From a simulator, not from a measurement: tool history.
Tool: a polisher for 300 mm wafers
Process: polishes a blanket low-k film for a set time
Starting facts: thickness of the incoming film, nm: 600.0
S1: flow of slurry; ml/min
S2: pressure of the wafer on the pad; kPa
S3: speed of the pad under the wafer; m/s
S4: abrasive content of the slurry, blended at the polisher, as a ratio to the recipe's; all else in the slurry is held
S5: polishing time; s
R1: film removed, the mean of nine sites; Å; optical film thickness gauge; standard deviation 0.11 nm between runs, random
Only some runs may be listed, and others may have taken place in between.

| run | hour | S1 | S2 | S3 | S4 | S5 | R1 |
|---|---|---|---|---|---|---|---|
| 1 | 0.0 | 205 | 15.9 | 0.80 | 1.0 | 55 | 237.36 |
| 2 | 5.6 | 205 | 15.9 | 0.72 | 1.0 | 55 | 219.33 |
| 3 | 10.3 | 180 | 15.9 | 0.72 | 1.0 | 55 | 216.40 |
| 4 | 13.9 | 180 | 13.8 | 0.72 | 1.0 | 55 | 195.18 |
| 5 | 20.3 | 180 | 12.4 | 0.70 | 1.0 | 55 | 175.13 |
| 6 | 24.8 | 180 | 12.4 | 0.70 | 1.0 | 55 | 177.47 |
|  | 25.4 | head pressure recalibrated |
| 7 | 25.4 | 170 | 8.3 | 0.68 | 1.0 | 55 | 137.11 |

Forecast run 8:
| 8 | 27.3 | 165 | 6.9 | 0.64 | 1.0 | 55 | ? |

{"run 8": {"R1": 116.31}}
